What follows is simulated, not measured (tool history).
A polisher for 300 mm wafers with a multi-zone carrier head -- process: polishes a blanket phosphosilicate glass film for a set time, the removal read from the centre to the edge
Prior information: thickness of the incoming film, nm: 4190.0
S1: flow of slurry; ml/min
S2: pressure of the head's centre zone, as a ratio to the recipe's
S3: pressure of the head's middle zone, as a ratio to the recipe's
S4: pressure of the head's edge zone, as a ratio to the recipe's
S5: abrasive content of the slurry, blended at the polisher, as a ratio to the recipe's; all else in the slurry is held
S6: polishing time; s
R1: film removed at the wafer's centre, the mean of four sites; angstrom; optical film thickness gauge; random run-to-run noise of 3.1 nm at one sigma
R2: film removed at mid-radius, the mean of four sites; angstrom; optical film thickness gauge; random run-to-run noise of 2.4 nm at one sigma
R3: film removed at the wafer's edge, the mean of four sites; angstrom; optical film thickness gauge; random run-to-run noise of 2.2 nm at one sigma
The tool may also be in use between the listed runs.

run 1 hour=0 | S1=120 S2=1 S3=1 S4=1 S5=1 S6=35 | R1=1881.7 R2=1857.7 R3=1900.1
run 2 hour=8.4 | S1=90 S2=1 S3=1 S4=1 S5=1 S6=35 | R1=1753.5 R2=1682.6 R3=1791.5
run 3 hour=14.3 | S1=100 S2=1.02 S3=1.02 S4=1 S5=1.05 S6=35 | R1=1860.4 R2=1813.6 R3=1883.7
run 4 hour=18.2 | S1=110 S2=1.04 S3=1.03 S4=0.98 S5=1.1 S6=35 | R1=1964.2 R2=1912.4 R3=1915.3
run 5 hour=25.2 | S1=120 S2=1.06 S3=1.04 S4=0.97 S5=1.15 S6=35 | R1=2106 R2=2055.5 R3=1985.8
run 6 hour=26.5 | S1=130 S2=1.08 S3=1.05 S4=0.97 S5=1.15 S6=35 | R1=2210.3 R2=2083.3 R3=2036.3
run 7 hour=27.7 | S1=135 S2=1.09 S3=1.07 S4=0.97 S5=1.15 S6=35 | R1=2219.5 R2=2132.2 R3=2019.2

The next listed run, before its measurement:
run 8 hour=30 | S1=135 S2=1.09 S3=1.07 S4=0.97 S5=1.15 S6=35 | R1=? R2=? R3=?

R1: 2236.2 angstrom
R2: 2097.4 angstrom
R3: 2023.9 angstrom
